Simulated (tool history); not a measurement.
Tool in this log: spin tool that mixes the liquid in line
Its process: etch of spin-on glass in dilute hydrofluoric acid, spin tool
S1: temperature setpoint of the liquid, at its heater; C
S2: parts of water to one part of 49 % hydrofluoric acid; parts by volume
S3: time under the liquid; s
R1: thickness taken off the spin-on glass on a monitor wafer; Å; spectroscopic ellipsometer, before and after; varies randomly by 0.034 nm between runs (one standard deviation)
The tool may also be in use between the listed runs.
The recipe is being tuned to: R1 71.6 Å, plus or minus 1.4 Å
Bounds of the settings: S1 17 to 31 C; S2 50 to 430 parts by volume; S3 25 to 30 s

run	hour	S1	S2	S3	R1
1	0	23	240	30	44.535
2	3.9	24	235	30	46.975
3	9.5	24	235	25	39.42
4	15.8	24	315	25	27.375
5	17.7	24	315	25	27.023
6	25.4	22.5	315	25	25.668
7	29.6	24	295	25	29.718
8	30.7	25	275	25	33.428
9	33	25.5	255	25	37.44
10	40.9	26	235	25	42.296
11	43.9	26.5	220	25	47.031

Exercise: of the 5 proposed moves below, exactly one satisfies all targets within the stated allowed misses. Which move is it?
A	46.9	24.5	150	25	?
B	46.9	29	155	25	?
C	46.9	25.5	185	30	?
D	46.9	28	190	30	?
E	46.9	25.5	160	30	?

move	R1
A	69.45
B	78.943
C	67.394
D	71.415
E	80.197
A: moves toward the targets from the last run without getting all of them in spec
B: moves the result that the last run missed by most past its target, out the other side
C: moves toward the targets from the last run without getting all of them in spec
D: all results in spec
E: moves the result that the last run missed by most past its target, out the other side
The move that meets every target is D.
